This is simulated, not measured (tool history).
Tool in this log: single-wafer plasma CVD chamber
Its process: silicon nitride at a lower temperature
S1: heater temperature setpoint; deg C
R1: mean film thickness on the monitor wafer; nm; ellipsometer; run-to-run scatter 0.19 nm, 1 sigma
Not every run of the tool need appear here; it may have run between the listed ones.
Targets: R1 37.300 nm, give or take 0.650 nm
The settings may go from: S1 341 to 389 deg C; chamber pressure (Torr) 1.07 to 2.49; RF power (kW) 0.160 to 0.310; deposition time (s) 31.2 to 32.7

{"run": 1, "day": 0.0, "S1": 365, "chamber pressure (Torr)": 1.78, "RF power (kW)": 0.235, "deposition time (s)": 32.7, "R1": 32.232}
{"run": 2, "day": 0.125, "S1": 365, "chamber pressure (Torr)": 1.78, "RF power (kW)": 0.235, "deposition time (s)": 32.7, "R1": 32.419}
{"run": 3, "day": 0.279, "S1": 365, "chamber pressure (Torr)": 1.78, "RF power (kW)": 0.235, "deposition time (s)": 32.7, "R1": 31.847}
{"run": 4, "day": 0.358, "S1": 365, "chamber pressure (Torr)": 1.87, "RF power (kW)": 0.24, "deposition time (s)": 32.7, "R1": 33.434}
{"run": 5, "day": 0.6, "S1": 365, "chamber pressure (Torr)": 1.59, "RF power (kW)": 0.24, "deposition time (s)": 32.7, "R1": 32.395}
{"run": 6, "day": 0.967, "S1": 375, "chamber pressure (Torr)": 1.59, "RF power (kW)": 0.24, "deposition time (s)": 32.7, "R1": 31.891}
{"run": 7, "day": 1.092, "S1": 375, "chamber pressure (Torr)": 1.69, "RF power (kW)": 0.245, "deposition time (s)": 32.7, "R1": 33.106}
{"day": 1.433, "done": "thermocouple changed; heater temperature recalibrated"}
{"run": 8, "day": 1.433, "S1": 375, "chamber pressure (Torr)": 1.78, "RF power (kW)": 0.245, "deposition time (s)": 32.7, "R1": 33.283}
{"run": 9, "day": 1.733, "S1": 375, "chamber pressure (Torr)": 1.86, "RF power (kW)": 0.25, "deposition time (s)": 32.7, "R1": 34.288}
{"run": 10, "day": 2.008, "S1": 375, "chamber pressure (Torr)": 1.93, "RF power (kW)": 0.25, "deposition time (s)": 32.7, "R1": 34.304}
{"run": 11, "day": 2.329, "S1": 375, "chamber pressure (Torr)": 1.98, "RF power (kW)": 0.25, "deposition time (s)": 32.7, "R1": 34.634}
{"run": 12, "day": 2.704, "S1": 375, "chamber pressure (Torr)": 2.03, "RF power (kW)": 0.25, "deposition time (s)": 32.7, "R1": 35.032}
{"run": 13, "day": 2.908, "S1": 375, "chamber pressure (Torr)": 2.08, "RF power (kW)": 0.25, "deposition time (s)": 32.7, "R1": 35.329}
{"run": 14, "day": 3.062, "S1": 375, "chamber pressure (Torr)": 2.12, "RF power (kW)": 0.25, "deposition time (s)": 32.7, "R1": 35.043}
{"run": 15, "day": 3.254, "S1": 375, "chamber pressure (Torr)": 2.15, "RF power (kW)": 0.25, "deposition time (s)": 32.7, "R1": 35.123}
{"run": 16, "day": 3.288, "S1": 375, "chamber pressure (Torr)": 2.18, "RF power (kW)": 0.25, "deposition time (s)": 32.7, "R1": 35.654}
{"run": 17, "day": 3.608, "S1": 375, "chamber pressure (Torr)": 2.22, "RF power (kW)": 0.25, "deposition time (s)": 32.7, "R1": 35.826}
{"run": 18, "day": 3.904, "S1": 375, "chamber pressure (Torr)": 2.25, "RF power (kW)": 0.25, "deposition time (s)": 32.7, "R1": 35.654}
{"run": 19, "day": 4.208, "S1": 375, "chamber pressure (Torr)": 2.27, "RF power (kW)": 0.25, "deposition time (s)": 32.7, "R1": 35.819}
{"run": 20, "day": 4.246, "S1": 375, "chamber pressure (Torr)": 2.29, "RF power (kW)": 0.25, "deposition time (s)": 32.7, "R1": 35.743}
{"run": 21, "day": 4.475, "S1": 375, "chamber pressure (Torr)": 2.31, "RF power (kW)": 0.25, "deposition time (s)": 32.7, "R1": 36.13}

Consider the 5 candidate settings below. Which is the only one whose results all fall within their allowed miss of target?
{"run": "A", "day": 4.704, "S1": 378, "chamber pressure (Torr)": 2.3, "RF power (kW)": 0.255, "deposition time (s)": 32.4, "R1": "?"}
{"run": "B", "day": 4.704, "S1": 373, "chamber pressure (Torr)": 2.46, "RF power (kW)": 0.265, "deposition time (s)": 31.2, "R1": "?"}
{"run": "C", "day": 4.704, "S1": 369, "chamber pressure (Torr)": 2.33, "RF power (kW)": 0.27, "deposition time (s)": 32.0, "R1": "?"}
{"run": "D", "day": 4.704, "S1": 368, "chamber pressure (Torr)": 2.33, "RF power (kW)": 0.29, "deposition time (s)": 31.2, "R1": "?"}
{"run": "E", "day": 4.704, "S1": 369, "chamber pressure (Torr)": 2.24, "RF power (kW)": 0.265, "deposition time (s)": 31.2, "R1": "?"}

move=A R1=35.881
move=B R1=36.241
move=C R1=37.381
move=D R1=38.574
move=E R1=35.621
A: the biggest miss grows against the last run
B: nearer than the last run, and not there yet
C: hits every target within its allowed miss
D: takes the result that was furthest off past its target
E: the biggest miss grows against the last run
Move C is the one to make.
